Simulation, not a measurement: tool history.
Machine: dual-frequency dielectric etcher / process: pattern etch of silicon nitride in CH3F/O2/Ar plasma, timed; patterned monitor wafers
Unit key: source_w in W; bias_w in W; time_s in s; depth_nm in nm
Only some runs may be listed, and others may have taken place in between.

| run | day | source_w | bias_w | time_s | depth_nm |
|---|---|---|---|---|---|
| 1 | 0.000 | 490 | 83 | 90.5 | 75.454 |
| 2 | 0.129 | 490 | 83 | 94.5 | 78.611 |
| 3 | 0.379 | 470 | 83 | 94.5 | 77.759 |
| 4 | 0.700 | 470 | 71 | 94.5 | 73.085 |
| 5 | 0.879 | 460 | 71 | 94.5 | 72.792 |
| 6 | 1.254 | 460 | 58 | 94.5 | 66.922 |
| 7 | 1.396 | 470 | 58 | 94.5 | 67.477 |
| 8 | 1.446 | 480 | 58 | 94.5 | 67.788 |

Run 9 has not been measured yet. What should we expect?
| 9 | 1.588 | 490 | 58 | 94.5 | ? |

Run 9 measured depth_nm 68.454 nm.

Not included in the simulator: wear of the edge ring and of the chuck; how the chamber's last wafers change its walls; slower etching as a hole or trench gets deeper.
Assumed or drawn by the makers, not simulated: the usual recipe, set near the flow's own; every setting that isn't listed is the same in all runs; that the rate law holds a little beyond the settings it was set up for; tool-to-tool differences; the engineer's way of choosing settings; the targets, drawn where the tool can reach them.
